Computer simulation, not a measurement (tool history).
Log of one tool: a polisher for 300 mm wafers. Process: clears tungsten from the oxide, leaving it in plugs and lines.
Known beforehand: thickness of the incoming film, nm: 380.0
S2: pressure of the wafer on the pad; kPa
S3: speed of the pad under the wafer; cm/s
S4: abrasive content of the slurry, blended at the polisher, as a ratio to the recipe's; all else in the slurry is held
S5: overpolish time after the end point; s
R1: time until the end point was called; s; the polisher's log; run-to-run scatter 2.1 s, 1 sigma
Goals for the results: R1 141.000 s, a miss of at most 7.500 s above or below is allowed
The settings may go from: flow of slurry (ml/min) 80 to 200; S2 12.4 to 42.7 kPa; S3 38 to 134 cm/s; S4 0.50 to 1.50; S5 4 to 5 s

Run 1, hour 0.0: flow of slurry (ml/min) 130, S2 27.6 kPa, S3 86 cm/s, S4 1.00, S5 5 s. Result: R1 88.824 s.
Run 2, hour 5.1: flow of slurry (ml/min) 130, S2 24.1 kPa, S3 84 cm/s, S4 1.00, S5 5 s. Result: R1 100.070 s.
Run 3, hour 7.8: flow of slurry (ml/min) 130, S2 20.7 kPa, S3 82 cm/s, S4 1.00, S5 5 s. Result: R1 119.880 s.
Run 4, hour 14.3: flow of slurry (ml/min) 130, S2 20.7 kPa, S3 82 cm/s, S4 1.20, S5 5 s. Result: R1 116.180 s.
Run 5, hour 22.6: flow of slurry (ml/min) 130, S2 19.3 kPa, S3 82 cm/s, S4 1.20, S5 5 s. Result: R1 123.080 s.
Run 6, hour 26.1: flow of slurry (ml/min) 130, S2 19.3 kPa, S3 82 cm/s, S4 1.20, S5 4 s. Result: R1 122.430 s.
Run 7, hour 34.1: flow of slurry (ml/min) 130, S2 17.9 kPa, S3 82 cm/s, S4 1.20, S5 4 s. Result: R1 129.550 s.
Run 8, hour 39.5: flow of slurry (ml/min) 125, S2 15.9 kPa, S3 82 cm/s, S4 1.20, S5 4 s. Result: R1 153.360 s.

Next run, 5 choices. One meets every target within its allowed miss, the rest don't. Which?
Run A, hour 44.9: flow of slurry (ml/min) 110, S2 17.9 kPa, S3 64 cm/s, S4 1.25, S5 4 s. Result: R1 ?.
Run B, hour 44.9: flow of slurry (ml/min) 120, S2 14.5 kPa, S3 72 cm/s, S4 1.20, S5 5 s. Result: R1 ?.
Run C, hour 44.9: flow of slurry (ml/min) 155, S2 15.2 kPa, S3 90 cm/s, S4 1.30, S5 4 s. Result: R1 ?.
Run D, hour 44.9: flow of slurry (ml/min) 120, S2 15.2 kPa, S3 84 cm/s, S4 1.15, S5 4 s. Result: R1 ?.
Run E, hour 44.9: flow of slurry (ml/min) 125, S2 18.6 kPa, S3 64 cm/s, S4 1.15, S5 4 s. Result: R1 ?.

move       R1
   A  160.800
   B  178.740
   C  136.300
   D  152.960
   E  153.500
A: misses by more than the last run did
B: misses by more than the last run did
C: all results in spec
D: no better and no worse than the last run
E: no better and no worse than the last run
C meets every target.

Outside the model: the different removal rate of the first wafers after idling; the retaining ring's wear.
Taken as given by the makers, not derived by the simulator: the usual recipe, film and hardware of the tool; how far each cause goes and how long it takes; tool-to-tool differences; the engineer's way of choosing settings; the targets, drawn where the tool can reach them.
